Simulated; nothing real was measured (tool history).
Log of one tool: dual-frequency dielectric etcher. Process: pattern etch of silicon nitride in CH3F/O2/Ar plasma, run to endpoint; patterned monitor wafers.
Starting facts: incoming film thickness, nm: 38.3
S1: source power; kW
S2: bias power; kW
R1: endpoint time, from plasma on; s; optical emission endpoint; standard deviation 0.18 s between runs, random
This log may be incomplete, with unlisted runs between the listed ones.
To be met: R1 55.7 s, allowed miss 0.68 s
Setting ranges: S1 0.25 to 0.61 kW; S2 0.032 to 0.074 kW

run 1 hour=0 | S1=0.43 S2=0.053 | R1=60.598
run 2 hour=2.6 | S1=0.46 S2=0.053 | R1=59.133
run 3 hour=4.7 | S1=0.46 S2=0.044 | R1=62.8
run 4 hour=13 | S1=0.4 S2=0.044 | R1=66.472
run 5 hour=21.6 | S1=0.34 S2=0.044 | R1=70.293
run 6 hour=24.5 | S1=0.37 S2=0.044 | R1=67.914
run 7 hour=26 | S1=0.43 S2=0.045 | R1=63.772
run 8 hour=30.6 | S1=0.47 S2=0.045 | R1=61.315
run 9 hour=38.4 | S1=0.47 S2=0.045 | R1=61.695
run 10 hour=46.9 | S1=0.56 S2=0.046 | R1=57.227
run 11 hour=53 | S1=0.57 S2=0.046 | R1=56.972
run 12 hour=55.2 | S1=0.58 S2=0.046 | R1=56.534

Consider the 5 candidate settings below. Which is the only one whose results all fall within their allowed miss of target?
run A hour=57.4 | S1=0.55 S2=0.047 | R1=?
run B hour=57.4 | S1=0.48 S2=0.052 | R1=?
run C hour=57.4 | S1=0.53 S2=0.049 | R1=?
run D hour=57.4 | S1=0.61 S2=0.04 | R1=?
run E hour=57.4 | S1=0.58 S2=0.048 | R1=?

move=A R1=57.216
move=B R1=58.347
move=C R1=57.269
move=D R1=57.771
move=E R1=55.668
A: its largest miss is bigger than the last run's
B: its largest miss is bigger than the last run's
C: its largest miss is bigger than the last run's
D: its largest miss is bigger than the last run's
E: meets every target
So the answer is move E, the one that meets all the targets.
